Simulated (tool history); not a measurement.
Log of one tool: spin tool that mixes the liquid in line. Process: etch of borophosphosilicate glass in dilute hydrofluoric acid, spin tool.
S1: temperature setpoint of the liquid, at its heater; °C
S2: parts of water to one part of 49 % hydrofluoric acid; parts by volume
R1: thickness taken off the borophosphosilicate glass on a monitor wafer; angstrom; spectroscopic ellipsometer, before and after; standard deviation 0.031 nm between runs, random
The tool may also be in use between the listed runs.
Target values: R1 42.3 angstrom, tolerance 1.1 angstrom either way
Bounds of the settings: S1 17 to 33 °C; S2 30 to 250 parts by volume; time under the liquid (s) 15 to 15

{"run": 1, "hour": 0.0, "S1": 25, "S2": 140, "time under the liquid (s)": 15, "R1": 61.225}
{"run": 2, "hour": 1.2, "S1": 25, "S2": 140, "time under the liquid (s)": 15, "R1": 60.492}
{"run": 3, "hour": 3.9, "S1": 25, "S2": 90, "time under the liquid (s)": 15, "R1": 101.02}
{"run": 4, "hour": 10.9, "S1": 25, "S2": 65, "time under the liquid (s)": 15, "R1": 143.61}
{"run": 5, "hour": 13.0, "S1": 27.5, "S2": 65, "time under the liquid (s)": 15, "R1": 159.84}
{"run": 6, "hour": 17.1, "S1": 27.5, "S2": 45, "time under the liquid (s)": 15, "R1": 236.8}
{"run": 7, "hour": 19.3, "S1": 25, "S2": 60, "time under the liquid (s)": 15, "R1": 157.13}
{"run": 8, "hour": 27.9, "S1": 23, "S2": 80, "time under the liquid (s)": 15, "R1": 106.33}
{"run": 9, "hour": 36.2, "S1": 19, "S2": 135, "time under the liquid (s)": 15, "R1": 50.259}
{"run": 10, "hour": 37.8, "S1": 18.5, "S2": 135, "time under the liquid (s)": 15, "R1": 49.687}
{"run": 11, "hour": 42.3, "S1": 18, "S2": 135, "time under the liquid (s)": 15, "R1": 48.676}
{"run": 12, "hour": 45.2, "S1": 17, "S2": 150, "time under the liquid (s)": 15, "R1": 41.127}

Exactly one of the 4 candidate moves below puts every result within its allowed miss. Which one?
{"run": "A", "hour": 48.1, "S1": 17, "S2": 140, "time under the liquid (s)": 15, "R1": "?"}
{"run": "B", "hour": 48.1, "S1": 21.5, "S2": 160, "time under the liquid (s)": 15, "R1": "?"}
{"run": "C", "hour": 48.1, "S1": 17, "S2": 155, "time under the liquid (s)": 15, "R1": "?"}
{"run": "D", "hour": 48.1, "S1": 18, "S2": 150, "time under the liquid (s)": 15, "R1": "?"}

move=A R1=44.503
move=B R1=45.695
move=C R1=39.614
move=D R1=42.846
A: pushes the last run's worst result past its target
B: pushes the last run's worst result past its target
C: the biggest miss grows against the last run
D: every result within its allowed miss
So the answer is move D, the one that meets all the targets.
